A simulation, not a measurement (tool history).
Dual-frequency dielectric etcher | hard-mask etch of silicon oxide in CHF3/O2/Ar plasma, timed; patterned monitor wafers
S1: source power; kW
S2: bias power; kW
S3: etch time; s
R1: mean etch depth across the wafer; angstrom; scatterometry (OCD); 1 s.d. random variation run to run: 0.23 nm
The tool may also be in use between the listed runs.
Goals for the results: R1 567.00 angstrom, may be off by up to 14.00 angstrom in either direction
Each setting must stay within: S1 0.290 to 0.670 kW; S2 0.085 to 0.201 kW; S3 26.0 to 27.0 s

run 1 hour=0.0 | S1=0.480 S2=0.143 S3=26.0 | R1=475.05
run 2 hour=0.8 | S1=0.480 S2=0.143 S3=27.0 | R1=498.47
run 3 hour=8.0 | S1=0.500 S2=0.144 S3=27.0 | R1=502.59
run 4 hour=10.2 | S1=0.500 S2=0.165 S3=27.0 | R1=526.09
run 5 hour=18.5 | S1=0.500 S2=0.150 S3=27.0 | R1=507.75
run 6 hour=22.6 | S1=0.580 S2=0.150 S3=27.0 | R1=528.14
run 7 hour=25.4 | S1=0.590 S2=0.152 S3=27.0 | R1=534.55
run 8 hour=29.1 | S1=0.600 S2=0.154 S3=27.0 | R1=542.52
run 9 hour=32.9 | S1=0.610 S2=0.155 S3=27.0 | R1=546.74
run 10 hour=34.9 | S1=0.610 S2=0.156 S3=27.0 | R1=547.38
run 11 hour=40.6 | S1=0.610 S2=0.157 S3=27.0 | R1=543.43
run 12 hour=47.3 | S1=0.620 S2=0.158 S3=27.0 | R1=551.68
run 13 hour=49.0 | S1=0.620 S2=0.158 S3=27.0 | R1=548.99
run 14 hour=50.7 | S1=0.620 S2=0.159 S3=27.0 | R1=553.80

Exercise: of the 5 proposed moves below, exactly one satisfies all targets within the stated allowed misses. Which move is it?
run A hour=52.4 | S1=0.630 S2=0.147 S3=27.0 | R1=?
run B hour=52.4 | S1=0.670 S2=0.138 S3=26.5 | R1=?
run C hour=52.4 | S1=0.670 S2=0.169 S3=26.5 | R1=?
run D hour=52.4 | S1=0.530 S2=0.181 S3=26.0 | R1=?
run E hour=52.4 | S1=0.620 S2=0.155 S3=26.5 | R1=?

move=A R1=539.28
move=B R1=528.36
move=C R1=565.48
move=D R1=529.38
move=E R1=536.15
A: lands further from the targets than the last run did
B: lands further from the targets than the last run did
C: every result lands within tolerance
D: lands further from the targets than the last run did
E: lands further from the targets than the last run did
The move that meets every target is C.
